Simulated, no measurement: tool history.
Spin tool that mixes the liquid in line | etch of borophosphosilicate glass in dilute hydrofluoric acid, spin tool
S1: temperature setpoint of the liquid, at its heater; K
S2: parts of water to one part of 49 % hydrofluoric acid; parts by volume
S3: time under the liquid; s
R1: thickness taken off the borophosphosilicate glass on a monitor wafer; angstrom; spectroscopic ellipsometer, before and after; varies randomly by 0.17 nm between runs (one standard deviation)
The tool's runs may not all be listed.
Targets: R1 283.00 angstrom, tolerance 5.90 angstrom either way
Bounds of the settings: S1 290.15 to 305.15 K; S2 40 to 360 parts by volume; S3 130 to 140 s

run  hour      S1   S2   S3      R1
  1   0.0  297.15  200  130  351.94
  2   3.9  294.65  200  130  320.36
  3  11.9  294.65  270  130  218.53
  4  16.7  294.65  270  130  222.21
  5  19.9  294.65  270  140  237.59
  6  26.3  296.15  270  140  250.86
  7  29.9  297.15  270  140  260.80
  8  33.9  297.65  270  140  266.72

Pick the move, out of 4, that brings all results within their allowed miss; only one does.
  A  37.9  295.65  255  140   ?
  B  37.9  296.65  235  135   ?
  C  37.9  291.15  205  135   ?
  D  37.9  293.65  230  135   ?

move      R1
   A  266.76
   B  295.32
   C  283.10
   D  271.35
A: as far off as the last run
B: pushes the last run's worst result past its target
C: all results land within tolerance of their targets
D: moves toward the targets from the last run without getting all of them in spec
C is the move that brings every result within its allowed miss.

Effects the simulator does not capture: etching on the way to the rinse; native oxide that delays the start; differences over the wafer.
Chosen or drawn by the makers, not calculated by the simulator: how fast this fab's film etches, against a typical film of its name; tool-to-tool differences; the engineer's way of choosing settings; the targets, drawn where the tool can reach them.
